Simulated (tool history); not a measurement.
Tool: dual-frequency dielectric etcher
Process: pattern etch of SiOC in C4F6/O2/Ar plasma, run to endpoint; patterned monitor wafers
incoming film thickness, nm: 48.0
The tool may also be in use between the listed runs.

run  hour  bias power (W)  source power (W)  endpoint time (s)
  1   0.0             365               310             19.697
  2   3.0             335               300             20.562
  3   4.1             335               270             21.205
  4   6.5             335               310             20.402
  5  12.6             335               350             19.556
  6  16.3             306               340             20.497
  7  19.8             286               330             21.295

Run 8 comes next. What will it give?
  8  26.3             274               330                  ?

endpoint time (s): 21.692

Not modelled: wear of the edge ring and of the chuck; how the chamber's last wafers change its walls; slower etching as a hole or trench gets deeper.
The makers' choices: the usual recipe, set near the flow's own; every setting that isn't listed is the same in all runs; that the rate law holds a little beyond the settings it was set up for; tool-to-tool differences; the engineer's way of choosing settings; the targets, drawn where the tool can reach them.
